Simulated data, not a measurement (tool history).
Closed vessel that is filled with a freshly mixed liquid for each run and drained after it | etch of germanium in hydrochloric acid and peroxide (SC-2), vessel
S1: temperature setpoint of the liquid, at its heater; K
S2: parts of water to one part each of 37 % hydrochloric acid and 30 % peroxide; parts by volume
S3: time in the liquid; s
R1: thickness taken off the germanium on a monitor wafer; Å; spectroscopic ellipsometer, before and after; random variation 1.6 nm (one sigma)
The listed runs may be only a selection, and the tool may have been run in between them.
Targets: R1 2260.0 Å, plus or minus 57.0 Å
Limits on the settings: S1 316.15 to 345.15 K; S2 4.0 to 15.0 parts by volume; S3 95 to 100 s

run,hour,S1,S2,S3,R1
1,0.0,332.15,8.5,95,2936.6
2,2.2,332.15,6.0,95,2978.8
3,8.2,332.15,5.0,95,2992.8
4,10.8,332.15,5.0,95,3007.9
5,14.9,332.15,4.0,95,3003.9
6,17.6,332.15,4.0,95,3003.6
# hour 19.5: thermometer replaced
7,19.5,332.15,4.0,95,3150.5
8,20.6,329.15,4.0,95,2851.6
9,22.5,326.15,4.0,95,2621.8
10,27.5,324.65,4.0,95,2489.3
11,35.2,324.65,4.0,95,2498.1
12,42.6,323.65,4.0,95,2448.9
13,46.9,322.65,4.0,95,2321.9

Of the 4 settings listed for the next run, only one would bring every result within its allowed miss of target. Which one?
A,51.2,322.15,4.0,100,?
B,51.2,321.65,4.0,95,?
C,51.2,321.15,4.5,100,?
D,51.2,317.65,4.0,100,?

move,R1
A,2434.8
B,2275.6
C,2353.6
D,2098.2
A: misses by more than the last run did
B: meets every target
C: misses by more than the last run did
D: takes the result that was furthest off past its target
Correct choice: B, which meets every target

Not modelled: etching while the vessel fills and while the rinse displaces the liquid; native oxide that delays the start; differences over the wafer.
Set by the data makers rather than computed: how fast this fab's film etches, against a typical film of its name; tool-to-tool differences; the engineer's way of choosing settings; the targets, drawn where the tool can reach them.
